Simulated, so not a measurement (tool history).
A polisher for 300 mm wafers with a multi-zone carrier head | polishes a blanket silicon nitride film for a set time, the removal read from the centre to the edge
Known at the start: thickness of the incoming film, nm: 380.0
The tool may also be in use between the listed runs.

run	hour	flow of slurry (ml/min)	pressure of the head's centre zone	pressure of the head's middle zone	pressure of the head's edge zone	polishing time (s)	film removed at the wafer's centre (angstrom)	film removed at mid-radius (angstrom)	film removed at the wafer's edge (angstrom)
1	0.0	210	1.00	1.00	1.00	46	591.08	611.84	585.92
2	7.3	210	1.00	1.00	0.92	46	612.23	616.82	576.28
3	12.1	210	1.00	1.00	0.92	35	469.23	472.29	445.55
4	13.4	220	1.02	1.01	0.97	40	541.51	540.84	523.31
5	15.7	255	1.02	1.01	0.97	40	555.53	553.59	534.57
6	21.2	255	1.02	1.01	1.02	40	547.97	550.36	543.70
7	25.5	270	1.05	1.04	1.05	42	590.29	600.02	574.83

Run 8 comes next. What will it give?
8	26.3	280	1.06	1.05	1.07	44	?	?	?

film removed at the wafer's centre (angstrom): 629.36
film removed at mid-radius (angstrom): 625.88
film removed at the wafer's edge (angstrom): 602.78

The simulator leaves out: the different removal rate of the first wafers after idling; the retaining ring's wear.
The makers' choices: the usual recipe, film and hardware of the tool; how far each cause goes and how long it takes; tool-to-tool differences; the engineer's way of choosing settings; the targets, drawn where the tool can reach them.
